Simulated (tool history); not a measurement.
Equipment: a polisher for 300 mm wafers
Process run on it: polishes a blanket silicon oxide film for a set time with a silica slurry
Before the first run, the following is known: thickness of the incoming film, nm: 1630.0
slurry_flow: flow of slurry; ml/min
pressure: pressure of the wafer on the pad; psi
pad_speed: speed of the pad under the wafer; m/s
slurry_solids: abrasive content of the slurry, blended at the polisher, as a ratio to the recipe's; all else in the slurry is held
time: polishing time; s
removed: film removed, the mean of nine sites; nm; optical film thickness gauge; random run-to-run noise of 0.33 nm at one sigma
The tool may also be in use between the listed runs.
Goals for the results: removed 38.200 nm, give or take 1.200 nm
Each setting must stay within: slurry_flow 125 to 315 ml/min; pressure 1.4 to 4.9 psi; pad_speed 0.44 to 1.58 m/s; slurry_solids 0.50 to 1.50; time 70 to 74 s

run,day,slurry_flow,pressure,pad_speed,slurry_solids,time,removed
1,0.000,205,3.1,1.00,1.00,70,120.770
2,0.238,225,3.1,1.00,1.00,70,122.410
3,0.471,225,3.1,1.00,1.00,70,124.140
4,0.671,220,2.9,0.94,0.95,70,108.250
5,0.808,220,2.9,0.74,0.95,70,88.830
6,1.104,220,2.4,0.74,0.95,70,74.930
7,1.150,215,2.3,0.70,0.95,70,66.792
8,1.229,210,2.2,0.68,0.95,70,62.006
9,1.588,205,2.1,0.68,0.95,70,60.710
10,1.692,200,2.0,0.66,0.95,70,55.859
11,1.771,195,1.9,0.66,0.95,70,53.332
12,2.054,195,1.9,0.66,0.95,70,52.843
13,2.312,190,1.8,0.66,0.95,70,49.650
14,2.562,190,1.8,0.66,0.95,70,50.284
15,2.629,185,1.8,0.66,0.95,70,50.245
16,2.725,180,1.8,0.66,0.95,70,50.350
17,2.804,175,1.8,0.66,0.95,70,49.658
18,3.008,170,1.8,0.66,0.95,70,50.130
19,3.142,170,1.8,0.64,0.95,70,48.235
20,3.262,165,1.8,0.64,0.95,70,48.182
21,3.496,160,1.4,0.50,0.95,70,31.009
22,3.754,170,1.4,0.50,0.95,70,31.434
23,3.900,175,1.4,0.50,0.95,70,31.463

Which of these 4 next moves meets every target?
A,4.046,175,1.8,0.60,0.60,74,?
B,4.046,170,1.4,0.52,1.25,70,?
C,4.046,125,1.8,0.44,0.70,72,?
D,4.046,190,1.5,0.54,0.80,73,?

move,removed
A,38.322
B,36.595
C,28.786
D,35.070
A: every result within its allowed miss
B: nearer the targets than the last run, but a result is still out of spec
C: further off than the last run
D: nearer the targets than the last run, but a result is still out of spec
A meets every target.

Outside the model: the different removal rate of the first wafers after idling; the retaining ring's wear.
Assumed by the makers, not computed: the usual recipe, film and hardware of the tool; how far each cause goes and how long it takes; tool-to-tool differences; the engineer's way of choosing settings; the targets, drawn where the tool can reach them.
